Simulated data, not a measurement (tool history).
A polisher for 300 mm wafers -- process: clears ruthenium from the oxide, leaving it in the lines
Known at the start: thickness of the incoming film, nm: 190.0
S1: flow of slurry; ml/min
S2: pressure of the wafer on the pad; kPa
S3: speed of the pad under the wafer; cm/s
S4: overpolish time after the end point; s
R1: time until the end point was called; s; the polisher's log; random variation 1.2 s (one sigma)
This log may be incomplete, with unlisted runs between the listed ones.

Run 1, hour 0: S1 195 ml/min, S2 13.8 kPa, S3 112 cm/s, S4 4 s. Result: R1 154.45 s.
Run 2, hour 5.8: S1 195 ml/min, S2 13.8 kPa, S3 112 cm/s, S4 3 s. Result: R1 157.98 s.
Run 3, hour 12.4: S1 195 ml/min, S2 11.7 kPa, S3 112 cm/s, S4 3 s. Result: R1 183.13 s.
Run 4, hour 18.6: S1 195 ml/min, S2 13.1 kPa, S3 112 cm/s, S4 3 s. Result: R1 164.78 s.
Run 5, hour 20.9: S1 195 ml/min, S2 13.8 kPa, S3 112 cm/s, S4 3 s. Result: R1 157.5 s.
Run 6, hour 24.7: S1 145 ml/min, S2 13.8 kPa, S3 112 cm/s, S4 3 s. Result: R1 164.92 s.
Run 7, hour 26.1: S1 155 ml/min, S2 14.5 kPa, S3 112 cm/s, S4 3 s. Result: R1 156.81 s.
Run 8, hour 29.7: S1 165 ml/min, S2 15.2 kPa, S3 112 cm/s, S4 3 s. Result: R1 146.1 s.
Run 9, hour 38.1: S1 175 ml/min, S2 15.9 kPa, S3 112 cm/s, S4 3 s. Result: R1 139.28 s.
Run 10, hour 46.2: S1 180 ml/min, S2 16.5 kPa, S3 112 cm/s, S4 3 s. Result: R1 132.43 s.
Run 11, hour 54: S1 180 ml/min, S2 16.5 kPa, S3 112 cm/s, S4 3 s. Result: R1 132.17 s.
Run 12, hour 60.6: S1 185 ml/min, S2 17.2 kPa, S3 112 cm/s, S4 3 s. Result: R1 125.23 s.

Expected results for the next run?
Run 13, hour 69.4: S1 190 ml/min, S2 17.2 kPa, S3 112 cm/s, S4 3 s. Result: R1 ?.

R1: 124.31 s
